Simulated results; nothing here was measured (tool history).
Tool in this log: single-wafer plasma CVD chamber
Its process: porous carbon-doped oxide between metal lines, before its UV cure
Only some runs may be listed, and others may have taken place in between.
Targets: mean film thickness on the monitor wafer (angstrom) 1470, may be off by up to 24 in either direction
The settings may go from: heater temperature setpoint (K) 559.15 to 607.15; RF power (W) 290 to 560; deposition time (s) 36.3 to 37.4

run	hour	heater temperature setpoint (K)	RF power (W)	deposition time (s)	mean film thickness on the monitor wafer (angstrom)
1	0	583.15	425	36.3	1677.8
2	3.4	583.15	385	36.3	1563.6
3	5.3	587.15	385	36.3	1533.8
4	11.6	587.15	425	36.3	1663.9
5	14.8	587.15	380	36.3	1523.4
6	17.8	587.15	435	36.3	1700.6
7	22.1	591.15	420	36.3	1616.1
8	23.5	594.15	415	36.3	1576.3
9	28.7	597.15	410	36.3	1534.5
10	33.5	599.15	410	36.3	1541.2
11	35.3	600.15	405	36.3	1501.9

Of the 5 settings listed for the next run, only one would bring every result within its allowed miss of target. Which one?
A	37.1	604.15	405	36.4	?
B	37.1	606.15	375	37.2	?
C	37.1	599.15	405	36.4	?
D	37.1	604.15	425	36.7	?
E	37.1	594.15	405	36.6	?

move	mean film thickness on the monitor wafer (angstrom)
A	1477.6
B	1407.8
C	1509.7
D	1546.9
E	1551.3
A: meets every target
B: moves the result that the last run missed by most past its target, out the other side
C: lands further from the targets than the last run did
D: lands further from the targets than the last run did
E: lands further from the targets than the last run did
Go with A: it meets all targets.
